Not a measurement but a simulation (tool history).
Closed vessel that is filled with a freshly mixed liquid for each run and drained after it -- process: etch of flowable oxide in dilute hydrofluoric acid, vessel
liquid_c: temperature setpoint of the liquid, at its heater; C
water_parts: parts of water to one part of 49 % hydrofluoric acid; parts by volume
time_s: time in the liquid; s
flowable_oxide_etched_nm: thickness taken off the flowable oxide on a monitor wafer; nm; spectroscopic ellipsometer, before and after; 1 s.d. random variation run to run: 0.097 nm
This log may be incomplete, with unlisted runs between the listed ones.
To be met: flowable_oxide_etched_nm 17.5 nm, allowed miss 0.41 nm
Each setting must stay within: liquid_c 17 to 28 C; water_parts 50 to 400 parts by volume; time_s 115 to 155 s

run  hour  liquid_c  water_parts  time_s  flowable_oxide_etched_nm
  1     0        20          225     155                    15.518
  2   8.2      22.5          225     155                    16.658
  3  15.1      22.5          225     115                    12.537
  4  16.7      22.5          215     115                    13.211
  5  21.4      22.5          255     115                    10.858
  6    30      22.5          245     115                    11.196
  7  33.8      22.5          235     115                    11.879
  8  35.6      22.5          235     115                    11.895
  9  37.4      22.5          225     115                    12.517
 10  38.5      22.5          215     115                    13.209
 11  39.7      22.5          205     115                    13.885
 12  42.7      22.5          200     115                     14.47
 13  50.5      22.5          195     115                    14.972
 14    52      22.5          190     115                    15.377
 15  57.3      22.5          185     115                    15.983
 16  62.8      22.5          175     115                    16.906

5 candidate next runs follow, results not yet known. Just one meets every target within its allowed miss. Identify it.
  A  68.3      24.5          210     130                         ?
  B  68.3      19.5          165     120                         ?
  C  68.3      21.5          190     145                         ?
  D  68.3      22.5          175     120                         ?
  E  68.3      22.5          230     155                         ?

move  flowable_oxide_etched_nm
   A                    16.611
   B                    16.907
   C                    18.695
   D                    17.729
   E                    16.457
A: the biggest miss grows against the last run
B: about the same distance from the targets as the last run
C: the result that was furthest off in the last run now lies on the other side of its target
D: meets every target
E: the biggest miss grows against the last run
Move D is the one to make.
